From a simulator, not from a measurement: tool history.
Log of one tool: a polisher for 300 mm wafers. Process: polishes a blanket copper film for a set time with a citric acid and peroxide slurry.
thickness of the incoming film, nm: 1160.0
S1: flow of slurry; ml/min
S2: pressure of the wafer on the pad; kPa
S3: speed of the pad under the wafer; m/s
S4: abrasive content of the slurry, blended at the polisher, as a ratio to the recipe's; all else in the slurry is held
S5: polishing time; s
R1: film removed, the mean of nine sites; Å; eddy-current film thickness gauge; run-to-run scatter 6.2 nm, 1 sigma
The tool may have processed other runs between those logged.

Run 1, hour 0: S1 310 ml/min, S2 24.8 kPa, S3 1.08 m/s, S4 1, S5 88 s. Result: R1 2737.8 Å.
Run 2, hour 6.9: S1 380 ml/min, S2 24.8 kPa, S3 1.08 m/s, S4 1, S5 88 s. Result: R1 2828.7 Å.
Run 3, hour 15.2: S1 380 ml/min, S2 28.3 kPa, S3 1.1 m/s, S4 1, S5 88 s. Result: R1 3159.5 Å.
Run 4, hour 19.7: S1 380 ml/min, S2 31 kPa, S3 1.12 m/s, S4 1, S5 88 s. Result: R1 3436.4 Å.
Run 5, hour 26.6: S1 380 ml/min, S2 33.1 kPa, S3 1.14 m/s, S4 1, S5 88 s. Result: R1 3868.3 Å.
Run 6, hour 34.3: S1 380 ml/min, S2 33.1 kPa, S3 0.96 m/s, S4 1, S5 88 s. Result: R1 3308.8 Å.

Forecast run 7:
Run 7, hour 41: S1 380 ml/min, S2 35.2 kPa, S3 1 m/s, S4 1, S5 88 s. Result: R1 ?.

R1: 3703.8 Å
